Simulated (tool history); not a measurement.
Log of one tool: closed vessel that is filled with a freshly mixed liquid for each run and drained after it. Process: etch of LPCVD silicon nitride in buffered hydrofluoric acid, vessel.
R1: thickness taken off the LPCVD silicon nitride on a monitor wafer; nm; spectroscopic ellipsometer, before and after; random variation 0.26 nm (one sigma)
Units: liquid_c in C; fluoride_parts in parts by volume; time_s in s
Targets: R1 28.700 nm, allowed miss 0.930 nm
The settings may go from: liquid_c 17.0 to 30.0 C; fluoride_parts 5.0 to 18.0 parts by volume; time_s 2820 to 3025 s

run 1 day=0.000 | liquid_c=22.0 fluoride_parts=11.0 time_s=2820 | R1=33.722
run 2 day=0.204 | liquid_c=22.0 fluoride_parts=8.5 time_s=2820 | R1=42.183
run 3 day=0.325 | liquid_c=24.0 fluoride_parts=8.5 time_s=2820 | R1=46.513
run 4 day=0.488 | liquid_c=24.0 fluoride_parts=7.5 time_s=2820 | R1=54.323
run 5 day=0.671 | liquid_c=24.0 fluoride_parts=9.5 time_s=2820 | R1=42.302
run 6 day=0.908 | liquid_c=22.5 fluoride_parts=9.5 time_s=2820 | R1=38.919
run 7 day=1.058 | liquid_c=21.5 fluoride_parts=9.5 time_s=2820 | R1=37.014
run 8 day=1.404 | liquid_c=20.5 fluoride_parts=9.5 time_s=2820 | R1=34.635
run 9 day=1.625 | liquid_c=20.0 fluoride_parts=9.5 time_s=2820 | R1=34.055
run 10 day=1.696 | liquid_c=19.5 fluoride_parts=9.5 time_s=2820 | R1=33.252
run 11 day=1.808 | liquid_c=19.0 fluoride_parts=9.5 time_s=2820 | R1=32.246
run 12 day=2.083 | liquid_c=18.5 fluoride_parts=9.5 time_s=2820 | R1=31.133
run 13 day=2.179 | liquid_c=18.0 fluoride_parts=9.5 time_s=2820 | R1=30.301

Which of these 4 next moves meets every target?
run A day=2.275 | liquid_c=17.0 fluoride_parts=8.5 time_s=2995 | R1=?
run B day=2.275 | liquid_c=17.0 fluoride_parts=9.5 time_s=3010 | R1=?
run C day=2.275 | liquid_c=17.0 fluoride_parts=10.5 time_s=3025 | R1=?
run D day=2.275 | liquid_c=17.0 fluoride_parts=8.5 time_s=2835 | R1=?

move=A R1=33.597
move=B R1=30.670
move=C R1=28.456
move=D R1=31.803
A: further off than the last run
B: further off than the last run
C: meets every target
D: further off than the last run
The right move is C.
